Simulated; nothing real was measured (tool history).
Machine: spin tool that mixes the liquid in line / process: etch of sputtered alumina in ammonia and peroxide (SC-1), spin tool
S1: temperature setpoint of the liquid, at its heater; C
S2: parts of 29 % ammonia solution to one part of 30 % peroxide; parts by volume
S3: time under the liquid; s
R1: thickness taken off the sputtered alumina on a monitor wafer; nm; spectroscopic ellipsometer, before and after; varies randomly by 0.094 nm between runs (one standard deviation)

Run 1, hour 0.0: S1 61.0 C, S2 0.55 parts by volume, S3 185 s. Result: R1 20.470 nm.
Run 2, hour 8.6: S1 61.0 C, S2 0.55 parts by volume, S3 200 s. Result: R1 22.071 nm.
Run 3, hour 16.9: S1 61.0 C, S2 0.55 parts by volume, S3 185 s. Result: R1 20.237 nm.
Run 4, hour 19.8: S1 61.0 C, S2 0.55 parts by volume, S3 185 s. Result: R1 20.451 nm.
Run 5, hour 22.0: S1 57.5 C, S2 0.55 parts by volume, S3 185 s. Result: R1 17.004 nm.
Run 6, hour 31.1: S1 55.5 C, S2 0.55 parts by volume, S3 185 s. Result: R1 15.409 nm.
Run 7, hour 39.0: S1 54.0 C, S2 0.55 parts by volume, S3 185 s. Result: R1 13.971 nm.

Expected results for the next run?
Run 8, hour 46.9: S1 53.0 C, S2 0.55 parts by volume, S3 185 s. Result: R1 ?.

R1: 13.321 nm

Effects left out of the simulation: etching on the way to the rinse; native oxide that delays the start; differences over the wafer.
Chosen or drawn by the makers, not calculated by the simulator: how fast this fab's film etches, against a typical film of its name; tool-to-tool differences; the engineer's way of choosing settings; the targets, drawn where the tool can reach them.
